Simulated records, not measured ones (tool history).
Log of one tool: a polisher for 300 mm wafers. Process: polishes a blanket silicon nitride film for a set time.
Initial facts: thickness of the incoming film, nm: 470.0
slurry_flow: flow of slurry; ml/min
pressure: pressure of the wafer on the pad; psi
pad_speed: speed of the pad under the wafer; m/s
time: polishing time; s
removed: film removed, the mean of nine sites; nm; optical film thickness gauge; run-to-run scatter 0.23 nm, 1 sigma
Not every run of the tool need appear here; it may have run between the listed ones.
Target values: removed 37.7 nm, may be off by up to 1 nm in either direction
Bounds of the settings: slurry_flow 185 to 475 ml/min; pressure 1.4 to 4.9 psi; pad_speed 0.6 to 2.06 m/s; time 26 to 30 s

run  hour  slurry_flow  pressure  pad_speed  time  removed
  1     0          305       3.1       1.32    30    50.35
  2   6.7          260       3.1       1.32    30   49.405
  3  11.3          255       2.9       1.32    30   47.038
  4  13.1          255       2.7       1.32    30   43.936
  5  19.7          255       1.9       1.32    30   33.659
  6  27.8          290       1.9       1.32    30   33.484
  7  34.2          290         2       1.32    30   34.561
  8  40.2          290       2.1       1.32    30   36.296

Exercise: of the 5 proposed moves below, exactly one satisfies all targets within the stated allowed misses. Which move is it?
  A  46.2          275       2.2       1.18    30        ?
  B  46.2          275       2.1       1.38    30        ?
  C  46.2          250       2.2       1.22    30        ?
  D  46.2          320       1.8       1.46    30        ?
  E  46.2          280       2.1       1.38    28        ?

move  removed
   A   34.256
   B   37.435
   C   34.797
   D   35.324
   E   35.007
A: lands further from the targets than the last run did
B: meets every target
C: lands further from the targets than the last run did
D: lands further from the targets than the last run did
E: lands further from the targets than the last run did
B meets every target.
